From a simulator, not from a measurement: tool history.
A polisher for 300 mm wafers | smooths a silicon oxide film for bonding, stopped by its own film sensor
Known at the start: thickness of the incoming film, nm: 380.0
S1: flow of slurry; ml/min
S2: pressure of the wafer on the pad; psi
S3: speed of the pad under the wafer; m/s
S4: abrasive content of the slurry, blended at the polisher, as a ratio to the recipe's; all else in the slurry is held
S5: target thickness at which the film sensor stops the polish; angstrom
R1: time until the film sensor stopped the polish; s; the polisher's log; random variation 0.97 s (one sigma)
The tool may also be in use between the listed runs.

{"run": 1, "hour": 0.0, "S1": 195, "S2": 1.6, "S3": 0.88, "S4": 1.0, "S5": 2980, "R1": 176.64}
{"run": 2, "hour": 4.9, "S1": 165, "S2": 1.6, "S3": 0.88, "S4": 1.0, "S5": 2980, "R1": 177.3}
{"run": 3, "hour": 10.5, "S1": 140, "S2": 1.6, "S3": 0.88, "S4": 1.0, "S5": 2980, "R1": 181.83}
{"run": 4, "hour": 17.5, "S1": 140, "S2": 1.8, "S3": 0.88, "S4": 1.0, "S5": 2980, "R1": 164.8}
{"run": 5, "hour": 20.1, "S1": 145, "S2": 1.9, "S3": 0.88, "S4": 1.0, "S5": 2980, "R1": 156.49}
{"run": 6, "hour": 29.1, "S1": 115, "S2": 1.9, "S3": 0.88, "S4": 1.0, "S5": 2980, "R1": 162.84}
{"run": 7, "hour": 36.7, "S1": 130, "S2": 2.0, "S3": 0.88, "S4": 1.0, "S5": 2980, "R1": 153.02}
{"run": 8, "hour": 40.0, "S1": 140, "S2": 2.1, "S3": 0.88, "S4": 1.0, "S5": 2980, "R1": 141.91}
{"run": 9, "hour": 44.6, "S1": 150, "S2": 2.2, "S3": 0.88, "S4": 1.0, "S5": 2980, "R1": 136.41}
{"run": 10, "hour": 45.2, "S1": 155, "S2": 2.3, "S3": 0.88, "S4": 1.0, "S5": 2980, "R1": 132.07}
{"run": 11, "hour": 50.1, "S1": 155, "S2": 2.4, "S3": 0.9, "S4": 1.0, "S5": 2980, "R1": 125.58}

The next listed run, before its measurement:
{"run": 12, "hour": 54.3, "S1": 155, "S2": 2.4, "S3": 0.92, "S4": 1.0, "S5": 2980, "R1": "?"}

{"run 12": {"R1": 125.12}}
